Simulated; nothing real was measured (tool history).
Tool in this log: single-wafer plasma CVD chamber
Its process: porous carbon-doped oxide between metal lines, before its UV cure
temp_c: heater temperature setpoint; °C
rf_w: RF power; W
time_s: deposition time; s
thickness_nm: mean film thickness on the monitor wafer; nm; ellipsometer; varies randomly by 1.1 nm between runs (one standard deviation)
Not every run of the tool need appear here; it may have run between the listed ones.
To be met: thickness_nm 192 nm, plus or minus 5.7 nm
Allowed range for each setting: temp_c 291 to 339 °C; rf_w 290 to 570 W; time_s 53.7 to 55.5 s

{"run": 1, "day": 0.0, "temp_c": 315, "rf_w": 430, "time_s": 53.7, "thickness_nm": 223.25}
{"run": 2, "day": 0.367, "temp_c": 322, "rf_w": 430, "time_s": 53.7, "thickness_nm": 214}
{"run": 3, "day": 0.567, "temp_c": 322, "rf_w": 430, "time_s": 53.7, "thickness_nm": 216.89}
{"run": 4, "day": 0.854, "temp_c": 323, "rf_w": 425, "time_s": 53.7, "thickness_nm": 213.36}
{"run": 5, "day": 1.062, "temp_c": 323, "rf_w": 455, "time_s": 53.7, "thickness_nm": 225.85}
{"run": 6, "day": 1.267, "temp_c": 323, "rf_w": 455, "time_s": 55.5, "thickness_nm": 232.41}
{"run": 7, "day": 1.621, "temp_c": 324, "rf_w": 445, "time_s": 55.4, "thickness_nm": 227.3}
{"run": 8, "day": 1.825, "temp_c": 325, "rf_w": 440, "time_s": 55.3, "thickness_nm": 226.07}
{"run": 9, "day": 2.079, "temp_c": 332, "rf_w": 370, "time_s": 54.1, "thickness_nm": 179.07}

Of the 4 settings listed for the next run, only one would bring every result within its allowed miss of target. Which one?
{"run": "A", "day": 2.333, "temp_c": 330, "rf_w": 390, "time_s": 54.2, "thickness_nm": "?"}
{"run": "B", "day": 2.333, "temp_c": 338, "rf_w": 365, "time_s": 53.7, "thickness_nm": "?"}
{"run": "C", "day": 2.333, "temp_c": 333, "rf_w": 335, "time_s": 53.7, "thickness_nm": "?"}
{"run": "D", "day": 2.333, "temp_c": 333, "rf_w": 325, "time_s": 55.4, "thickness_nm": "?"}

move=A thickness_nm=192.11
move=B thickness_nm=172.09
move=C thickness_nm=161.77
move=D thickness_nm=161.73
A: all results in spec
B: moves away from the targets compared with the last run
C: moves away from the targets compared with the last run
D: moves away from the targets compared with the last run
Move A is the one to make.

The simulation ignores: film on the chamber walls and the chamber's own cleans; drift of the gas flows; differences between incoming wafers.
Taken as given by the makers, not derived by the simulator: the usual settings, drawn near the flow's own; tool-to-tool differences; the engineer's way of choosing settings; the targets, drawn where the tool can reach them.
